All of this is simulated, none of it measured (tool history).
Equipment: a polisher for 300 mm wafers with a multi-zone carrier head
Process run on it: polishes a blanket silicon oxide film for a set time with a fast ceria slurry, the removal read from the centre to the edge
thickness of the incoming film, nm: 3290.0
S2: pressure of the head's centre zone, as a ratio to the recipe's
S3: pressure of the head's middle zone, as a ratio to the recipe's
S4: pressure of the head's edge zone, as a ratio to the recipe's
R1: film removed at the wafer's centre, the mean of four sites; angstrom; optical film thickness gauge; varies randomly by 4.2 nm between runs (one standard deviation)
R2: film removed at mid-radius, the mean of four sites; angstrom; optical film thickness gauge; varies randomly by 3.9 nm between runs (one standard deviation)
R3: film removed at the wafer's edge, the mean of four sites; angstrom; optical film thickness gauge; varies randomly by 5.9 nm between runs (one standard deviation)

{"run": 1, "day": 0.0, "flow of slurry (ml/min)": 200, "S2": 1, "S3": 1, "S4": 1, "polishing time (s)": 63, "R1": 8609.9, "R2": 8733.3, "R3": 8800.6}
{"run": 2, "day": 0.283, "flow of slurry (ml/min)": 200, "S2": 0.94, "S3": 1, "S4": 1, "polishing time (s)": 63, "R1": 8163.4, "R2": 8661.2, "R3": 8680.3}
{"run": 3, "day": 0.579, "flow of slurry (ml/min)": 200, "S2": 0.91, "S3": 1, "S4": 1, "polishing time (s)": 63, "R1": 8023.7, "R2": 8758.9, "R3": 8704.3}
{"run": 4, "day": 0.721, "flow of slurry (ml/min)": 200, "S2": 0.91, "S3": 0.95, "S4": 1, "polishing time (s)": 63, "R1": 8066.1, "R2": 8177.3, "R3": 8659.5}
{"run": 5, "day": 0.75, "flow of slurry (ml/min)": 200, "S2": 0.91, "S3": 1.01, "S4": 1, "polishing time (s)": 63, "R1": 7991.2, "R2": 8816.5, "R3": 8884.5}
{"run": 6, "day": 0.971, "flow of slurry (ml/min)": 185, "S2": 0.91, "S3": 0.95, "S4": 0.97, "polishing time (s)": 57, "R1": 7165.4, "R2": 7576.5, "R3": 7746.1}
{"run": 7, "day": 1.325, "flow of slurry (ml/min)": 195, "S2": 0.94, "S3": 0.91, "S4": 0.97, "polishing time (s)": 50, "R1": 6493.8, "R2": 6339, "R3": 6911}
{"run": 8, "day": 1.554, "flow of slurry (ml/min)": 200, "S2": 0.96, "S3": 0.88, "S4": 0.94, "polishing time (s)": 47, "R1": 6240.3, "R2": 5908.8, "R3": 6390.6}

What will run 9 give?
{"run": 9, "day": 1.612, "flow of slurry (ml/min)": 195, "S2": 0.98, "S3": 0.86, "S4": 0.93, "polishing time (s)": 45, "R1": "?", "R2": "?", "R3": "?"}

{"run 9": {"R1": 6047.2, "R2": 5494.2, "R3": 6001.7}}
